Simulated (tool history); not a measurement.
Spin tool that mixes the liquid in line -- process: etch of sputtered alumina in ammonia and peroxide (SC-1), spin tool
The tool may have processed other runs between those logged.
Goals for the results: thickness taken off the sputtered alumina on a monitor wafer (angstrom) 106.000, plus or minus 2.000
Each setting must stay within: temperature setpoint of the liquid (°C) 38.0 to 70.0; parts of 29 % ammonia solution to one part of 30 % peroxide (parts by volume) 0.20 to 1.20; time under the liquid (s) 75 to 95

run  hour  temperature setpoint of the liquid (°C)  parts of 29 % ammonia solution to one part of 30 % peroxide (parts by volume)  time under the liquid (s)  thickness taken off the sputtered alumina on a monitor wafer (angstrom)
  1   0.0                                     54.0                                                                           0.90                         95                                                                   70.830
  2   4.3                                     55.5                                                                           0.90                         95                                                                   76.664
  3  10.1                                     56.5                                                                           0.90                         95                                                                   80.788
  4  12.1                                     56.5                                                                           0.90                         95                                                                   80.951
  5  18.8                                     57.5                                                                           0.90                         95                                                                   85.485
  6  23.8                                     58.5                                                                           0.90                         95                                                                   89.593
  7  31.2                                     59.0                                                                           0.90                         95                                                                   91.947
  8  36.0                                     59.5                                                                           0.90                         95                                                                   95.220
  9  43.3                                     60.0                                                                           0.90                         95                                                                   96.617
 10  52.3                                     60.5                                                                           0.90                         95                                                                   99.551

Which single option among these 4 for the next run brings every result within its allowed miss of target? Just one does.
  A  61.3                                     62.0                                                                           1.10                         85                                                                        ?
  B  61.3                                     61.0                                                                           0.80                         85                                                                        ?
  C  61.3                                     61.5                                                                           0.95                         95                                                                        ?
  D  61.3                                     59.0                                                                           0.90                         95                                                                        ?

move  thickness taken off the sputtered alumina on a monitor wafer (angstrom)
   A                                                                   98.392
   B                                                                   90.748
   C                                                                  105.740
   D                                                                   92.556
A: lands further from the targets than the last run did
B: lands further from the targets than the last run did
C: each result inside its tolerance
D: lands further from the targets than the last run did
So the answer is move C, the one that meets all the targets.

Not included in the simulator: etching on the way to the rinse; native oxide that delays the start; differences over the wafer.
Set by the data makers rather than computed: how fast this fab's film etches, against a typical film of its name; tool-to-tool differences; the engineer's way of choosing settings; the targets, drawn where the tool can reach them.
